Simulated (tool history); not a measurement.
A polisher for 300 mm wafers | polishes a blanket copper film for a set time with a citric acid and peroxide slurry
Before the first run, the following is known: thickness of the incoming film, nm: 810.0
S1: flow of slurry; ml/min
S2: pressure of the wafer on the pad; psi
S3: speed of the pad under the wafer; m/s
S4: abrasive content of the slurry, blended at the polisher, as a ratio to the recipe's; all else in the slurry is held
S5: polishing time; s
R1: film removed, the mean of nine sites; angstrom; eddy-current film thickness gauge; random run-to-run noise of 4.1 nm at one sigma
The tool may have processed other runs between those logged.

{"run": 1, "hour": 0.0, "S1": 145, "S2": 3.0, "S3": 1.12, "S4": 1.0, "S5": 105, "R1": 2519.7}
{"run": 2, "hour": 5.6, "S1": 150, "S2": 3.2, "S3": 1.12, "S4": 1.0, "S5": 105, "R1": 2663.3}
{"run": 3, "hour": 7.2, "S1": 150, "S2": 3.2, "S3": 0.94, "S4": 1.0, "S5": 105, "R1": 2326.6}
{"run": 4, "hour": 13.6, "S1": 150, "S2": 3.5, "S3": 0.94, "S4": 1.0, "S5": 105, "R1": 2515.2}
{"run": 5, "hour": 16.7, "S1": 150, "S2": 3.7, "S3": 0.94, "S4": 1.0, "S5": 105, "R1": 2624.5}
{"run": 6, "hour": 18.3, "S1": 155, "S2": 3.9, "S3": 0.96, "S4": 1.0, "S5": 105, "R1": 2815.1}

The next listed run, before its measurement:
{"run": 7, "hour": 20.6, "S1": 155, "S2": 4.0, "S3": 0.98, "S4": 1.0, "S5": 105, "R1": "?"}

R1: 2998.1 angstrom
